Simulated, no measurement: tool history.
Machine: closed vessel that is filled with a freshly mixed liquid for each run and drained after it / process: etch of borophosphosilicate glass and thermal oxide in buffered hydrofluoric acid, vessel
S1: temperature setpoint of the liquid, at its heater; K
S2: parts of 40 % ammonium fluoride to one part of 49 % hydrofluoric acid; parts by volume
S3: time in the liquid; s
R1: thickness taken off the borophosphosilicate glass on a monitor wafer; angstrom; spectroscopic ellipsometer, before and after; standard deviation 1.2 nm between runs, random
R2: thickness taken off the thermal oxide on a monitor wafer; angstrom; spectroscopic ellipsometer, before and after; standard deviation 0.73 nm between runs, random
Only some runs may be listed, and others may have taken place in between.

{"run": 1, "hour": 0.0, "S1": 297.15, "S2": 9.5, "S3": 60, "R1": 1757.7, "R2": 661.38}
{"run": 2, "hour": 0.7, "S1": 297.15, "S2": 9.5, "S3": 85, "R1": 2468.0, "R2": 943.77}
{"run": 3, "hour": 8.3, "S1": 296.65, "S2": 9.5, "S3": 85, "R1": 2387.3, "R2": 911.23}
{"run": 4, "hour": 16.3, "S1": 296.15, "S2": 9.5, "S3": 85, "R1": 2322.7, "R2": 892.66}
{"run": 5, "hour": 22.1, "S1": 296.15, "S2": 8.0, "S3": 85, "R1": 2723.9, "R2": 1045.4}
{"run": 6, "hour": 30.8, "S1": 295.15, "S2": 8.0, "S3": 85, "R1": 2622.4, "R2": 993.25}
{"run": 7, "hour": 39.0, "S1": 295.15, "S2": 8.0, "S3": 85, "R1": 2595.8, "R2": 974.78}
{"run": 8, "hour": 40.1, "S1": 294.15, "S2": 8.0, "S3": 85, "R1": 2478.8, "R2": 945.13}

Run 9 comes next. What will it give?
{"run": 9, "hour": 48.4, "S1": 293.15, "S2": 8.0, "S3": 85, "R1": "?", "R2": "?"}

Run 9 produced R1 2347.4 angstrom, R2 880.23 angstrom.
